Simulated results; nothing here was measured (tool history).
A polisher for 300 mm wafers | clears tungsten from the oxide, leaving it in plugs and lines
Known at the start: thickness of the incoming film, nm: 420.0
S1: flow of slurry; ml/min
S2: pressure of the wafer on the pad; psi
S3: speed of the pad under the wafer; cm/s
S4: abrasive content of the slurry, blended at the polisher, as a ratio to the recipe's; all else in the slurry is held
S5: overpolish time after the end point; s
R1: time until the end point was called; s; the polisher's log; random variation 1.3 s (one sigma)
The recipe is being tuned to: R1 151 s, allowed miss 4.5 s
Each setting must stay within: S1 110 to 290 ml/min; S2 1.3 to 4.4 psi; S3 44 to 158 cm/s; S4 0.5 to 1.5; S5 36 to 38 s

| run | hour | S1 | S2 | S3 | S4 | S5 | R1 |
|---|---|---|---|---|---|---|---|
| 1 | 0 | 185 | 2.8 | 100 | 1 | 36 | 102.44 |
| 2 | 1.8 | 180 | 2.5 | 100 | 1 | 36 | 111.46 |
| 3 | 8.1 | 180 | 2.9 | 100 | 1 | 36 | 98.62 |
| 4 | 15.9 | 180 | 2.9 | 100 | 1.15 | 36 | 94.163 |
| 5 | 22.7 | 180 | 2.5 | 100 | 1.15 | 36 | 110.18 |
| 6 | 25.9 | 180 | 2.5 | 100 | 1.15 | 36 | 110.16 |
| 7 | 28 | 180 | 2.2 | 100 | 1.15 | 36 | 123.32 |
| 8 | 30.4 | 180 | 2 | 100 | 1.15 | 36 | 134.08 |
| 9 | 33.2 | 180 | 1.9 | 100 | 1.15 | 36 | 142.23 |

Consider the 4 candidate settings below. Which is the only one whose results all fall within their allowed miss of target?
| A | 36 | 200 | 1.8 | 96 | 1.25 | 38 | ? |
| B | 36 | 200 | 2.7 | 76 | 1 | 36 | ? |
| C | 36 | 190 | 1.9 | 106 | 1.25 | 38 | ? |
| D | 36 | 200 | 2 | 104 | 1.2 | 36 | ? |

| move | R1 |
|---|---|
| A | 151.33 |
| B | 136.93 |
| C | 131.18 |
| D | 128.1 |
A: every result lands within tolerance
B: its largest miss is bigger than the last run's
C: its largest miss is bigger than the last run's
D: its largest miss is bigger than the last run's
Move A is the one to make.
